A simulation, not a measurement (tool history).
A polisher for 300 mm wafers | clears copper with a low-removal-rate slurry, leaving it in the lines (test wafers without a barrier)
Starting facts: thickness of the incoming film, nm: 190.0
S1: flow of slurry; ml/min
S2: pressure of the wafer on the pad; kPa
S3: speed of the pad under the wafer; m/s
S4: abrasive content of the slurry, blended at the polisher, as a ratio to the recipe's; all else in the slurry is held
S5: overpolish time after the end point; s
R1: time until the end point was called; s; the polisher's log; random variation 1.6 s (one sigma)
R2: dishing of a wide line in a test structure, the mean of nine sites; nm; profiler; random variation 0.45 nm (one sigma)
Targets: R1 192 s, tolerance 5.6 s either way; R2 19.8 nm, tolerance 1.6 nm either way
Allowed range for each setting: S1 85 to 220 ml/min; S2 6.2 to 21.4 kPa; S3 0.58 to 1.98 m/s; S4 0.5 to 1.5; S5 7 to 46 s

run,hour,S1,S2,S3,S4,S5,R1,R2
1,0,140,13.8,1.28,1,24,73.738,36.727
2,4.7,135,13.1,1.22,1,25,82.184,34.567
3,9.6,115,13.1,1.22,1,25,85.032,33.639
4,14.1,115,13.1,1.22,1,32,84.479,41.404
5,22.3,115,13.1,1.22,1,39,84.902,47.343
6,30.5,115,12.4,1.18,1,38,90.826,44.257
7,35.4,115,12.4,1.18,1,38,91.597,43.454
8,37.1,115,11.7,1.14,1,37,99.117,40.2

Consider the 5 candidate settings below. Which is the only one whose results all fall within their allowed miss of target?
A,38.8,95,6.2,0.7,0.8,29,?,?
B,38.8,125,16.5,1.78,1.05,31,?,?
C,38.8,110,8.3,0.78,0.95,31,?,?
D,38.8,145,6.9,0.74,0.85,44,?,?
E,38.8,140,15.9,1.38,1.2,7,?,?

move,R1,R2
A,276.71,13.381
B,46.891,65.398
C,189.35,20.234
D,217.52,24.106
E,59.144,15.385
A: the result that was furthest off in the last run now lies on the other side of its target
B: the biggest miss grows against the last run
C: every result lands within tolerance
D: the result that was furthest off in the last run now lies on the other side of its target
E: the biggest miss grows against the last run
Move C is the one to make.
